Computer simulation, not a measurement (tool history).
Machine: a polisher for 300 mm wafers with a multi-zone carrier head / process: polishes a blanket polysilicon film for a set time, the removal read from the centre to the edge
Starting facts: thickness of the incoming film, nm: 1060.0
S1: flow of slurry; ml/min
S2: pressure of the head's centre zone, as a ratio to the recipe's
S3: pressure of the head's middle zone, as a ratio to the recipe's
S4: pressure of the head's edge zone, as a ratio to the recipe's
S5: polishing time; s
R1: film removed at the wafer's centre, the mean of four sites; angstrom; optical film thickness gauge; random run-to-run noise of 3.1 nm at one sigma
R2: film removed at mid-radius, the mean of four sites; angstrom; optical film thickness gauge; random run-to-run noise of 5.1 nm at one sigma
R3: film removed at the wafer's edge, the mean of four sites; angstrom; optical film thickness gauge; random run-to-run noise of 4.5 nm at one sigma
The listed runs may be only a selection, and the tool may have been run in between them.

run  hour   S1    S2    S3    S4  S5      R1      R2      R3
  1   0.0  215  1.00  1.00  1.00  39  3408.2  3188.9  3207.8
  2   7.5  215  1.00  1.00  1.02  41  3581.8  3357.7  3506.2
  3  16.3  220  1.02  1.02  1.04  42  3737.5  3603.0  3556.8
  4  23.9  220  1.02  1.02  1.04  47  4200.1  3975.2  3983.1
     27.8  -- centre zone pressure recalibrated
  5  27.8  225  1.02  1.02  1.06  47  3994.2  3981.1  4041.3
  6  31.5  225  1.02  1.07  1.06  47  3938.0  4160.6  4079.3
  7  38.3  225  1.03  1.06  1.07  48  4083.3  4195.8  4122.4
  8  42.3  230  1.04  1.05  1.08  49  4222.2  4326.2  4286.7
  9  47.0  230  1.04  1.05  1.08  49  4242.0  4377.5  4262.9
 10  49.6  230  1.04  1.03  1.09  49  4198.2  4191.8  4251.5
 11  52.7  230  1.04  1.02  1.09  50  4344.9  4301.3  4299.8

For run 12, what comes out?
 12  59.1  230  1.04  1.01  1.10  51   ?   ?   ?

Run 12 produced R1 4409.7 angstrom, R2 4288.9 angstrom, R3 4406.3 angstrom.

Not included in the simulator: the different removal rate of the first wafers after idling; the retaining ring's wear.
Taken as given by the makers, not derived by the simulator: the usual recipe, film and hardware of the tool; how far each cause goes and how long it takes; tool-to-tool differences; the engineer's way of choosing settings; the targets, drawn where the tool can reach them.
